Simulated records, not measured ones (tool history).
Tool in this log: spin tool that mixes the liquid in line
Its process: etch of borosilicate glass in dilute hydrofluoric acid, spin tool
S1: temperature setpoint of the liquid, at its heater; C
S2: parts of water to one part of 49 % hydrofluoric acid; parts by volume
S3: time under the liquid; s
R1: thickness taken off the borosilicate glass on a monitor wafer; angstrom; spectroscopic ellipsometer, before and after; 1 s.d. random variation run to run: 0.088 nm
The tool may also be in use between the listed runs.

run	hour	S1	S2	S3	R1
1	0.0	24.0	125	15	58.091
2	5.7	26.5	110	15	73.327
3	10.1	26.5	125	15	63.152
4	15.1	26.5	160	15	47.907
5	17.1	26.5	130	15	60.896
6	18.9	28.0	110	15	77.862
7	25.4	29.0	100	15	90.276
8	33.4	30.0	95	15	98.864

For run 9, what comes out?
9	36.6	30.5	90	15	?

R1: 108.270 angstrom
